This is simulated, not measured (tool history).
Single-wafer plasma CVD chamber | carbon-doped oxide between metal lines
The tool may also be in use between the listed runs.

run	hour	heater temperature setpoint (°C)	chamber pressure (Pa)	RF power (kW)	deposition time (s)	mean film thickness on the monitor wafer (Å)
1	0.0	350	875	0.470	32.1	1447.5
2	4.7	350	875	0.525	32.1	1527.9
3	9.8	349	881	0.535	32.2	1552.1
4	17.9	349	885	0.545	32.3	1556.9
5	22.5	349	885	0.545	32.1	1562.7
6	24.5	349	885	0.545	33.2	1610.4
7	25.5	348	888	0.550	33.2	1627.0
8	28.8	348	891	0.555	33.2	1640.4
9	36.3	348	893	0.555	33.2	1641.0

The next listed run, before its measurement:
10	41.6	348	896	0.555	33.2	?

mean film thickness on the monitor wafer (Å): 1623.8
